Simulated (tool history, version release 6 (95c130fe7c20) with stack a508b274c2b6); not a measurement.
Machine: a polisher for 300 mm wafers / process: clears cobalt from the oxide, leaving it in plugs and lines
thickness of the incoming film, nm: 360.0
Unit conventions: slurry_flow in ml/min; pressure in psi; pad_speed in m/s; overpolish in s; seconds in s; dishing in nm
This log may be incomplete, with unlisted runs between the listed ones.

{"run": 1, "hour": 0.0, "slurry_flow": 265, "pressure": 1.2, "pad_speed": 0.84, "overpolish": 23, "seconds": 146.94, "dishing": 37.06}
{"run": 2, "hour": 2.7, "slurry_flow": 265, "pressure": 0.9, "pad_speed": 0.84, "overpolish": 23, "seconds": 193.77, "dishing": 31.085}
{"run": 3, "hour": 9.4, "slurry_flow": 265, "pressure": 0.9, "pad_speed": 0.64, "overpolish": 23, "seconds": 254.28, "dishing": 25.9}
{"run": 4, "hour": 17.1, "slurry_flow": 265, "pressure": 1, "pad_speed": 0.64, "overpolish": 22, "seconds": 226.27, "dishing": 27.184}
{"run": 5, "hour": 22.6, "slurry_flow": 265, "pressure": 1, "pad_speed": 0.64, "overpolish": 21, "seconds": 225.72, "dishing": 25.331}
{"run": 6, "hour": 24.5, "slurry_flow": 265, "pressure": 1, "pad_speed": 0.44, "overpolish": 21, "seconds": 326.87, "dishing": 19.085}
{"run": 7, "hour": 33.4, "slurry_flow": 265, "pressure": 1.1, "pad_speed": 0.44, "overpolish": 21, "seconds": 302.18, "dishing": 20.951}
{"run": 8, "hour": 37.9, "slurry_flow": 265, "pressure": 1.2, "pad_speed": 0.44, "overpolish": 21, "seconds": 271.6, "dishing": 21.989}
{"run": 9, "hour": 39.2, "slurry_flow": 265, "pressure": 1.3, "pad_speed": 0.44, "overpolish": 21, "seconds": 264.56, "dishing": 23.752}
{"run": 10, "hour": 46.4, "slurry_flow": 265, "pressure": 1.4, "pad_speed": 0.44, "overpolish": 20, "seconds": 243.47, "dishing": 23.637}
{"run": 11, "hour": 51.5, "slurry_flow": 265, "pressure": 1.5, "pad_speed": 0.44, "overpolish": 20, "seconds": 218.68, "dishing": 23.797}

Run 12 is up next; what results do you expect?
{"run": 12, "hour": 58.6, "slurry_flow": 265, "pressure": 1.6, "pad_speed": 0.46, "overpolish": 21, "seconds": "?", "dishing": "?"}

seconds: 203.56 s
dishing: 27.679 nm

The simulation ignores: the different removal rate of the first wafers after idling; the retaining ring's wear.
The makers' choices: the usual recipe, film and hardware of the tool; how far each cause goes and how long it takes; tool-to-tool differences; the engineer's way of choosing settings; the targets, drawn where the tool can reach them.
